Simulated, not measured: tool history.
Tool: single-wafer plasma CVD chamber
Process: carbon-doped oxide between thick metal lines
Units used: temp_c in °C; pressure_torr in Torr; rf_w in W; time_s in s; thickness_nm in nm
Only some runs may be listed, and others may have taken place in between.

{"run": 1, "hour": 0.0, "temp_c": 370, "pressure_torr": 4.24, "rf_w": 585, "time_s": 143, "thickness_nm": 793.77}
{"run": 2, "hour": 5.0, "temp_c": 378, "pressure_torr": 4.24, "rf_w": 585, "time_s": 143, "thickness_nm": 781.17}
{"run": 3, "hour": 11.7, "temp_c": 378, "pressure_torr": 4.24, "rf_w": 615, "time_s": 143, "thickness_nm": 808.37}
{"run": 4, "hour": 19.5, "temp_c": 379, "pressure_torr": 3.98, "rf_w": 585, "time_s": 143, "thickness_nm": 770.86}
{"run": 5, "hour": 26.3, "temp_c": 380, "pressure_torr": 3.73, "rf_w": 565, "time_s": 143, "thickness_nm": 751.93}
{"run": 6, "hour": 33.4, "temp_c": 381, "pressure_torr": 3.57, "rf_w": 545, "time_s": 143, "thickness_nm": 729.34}
{"run": 7, "hour": 40.1, "temp_c": 382, "pressure_torr": 3.41, "rf_w": 530, "time_s": 143, "thickness_nm": 713.35}

Forecast run 8:
{"run": 8, "hour": 41.2, "temp_c": 383, "pressure_torr": 3.27, "rf_w": 520, "time_s": 143, "thickness_nm": "?"}

{"run 8": {"thickness_nm": 698.27}}

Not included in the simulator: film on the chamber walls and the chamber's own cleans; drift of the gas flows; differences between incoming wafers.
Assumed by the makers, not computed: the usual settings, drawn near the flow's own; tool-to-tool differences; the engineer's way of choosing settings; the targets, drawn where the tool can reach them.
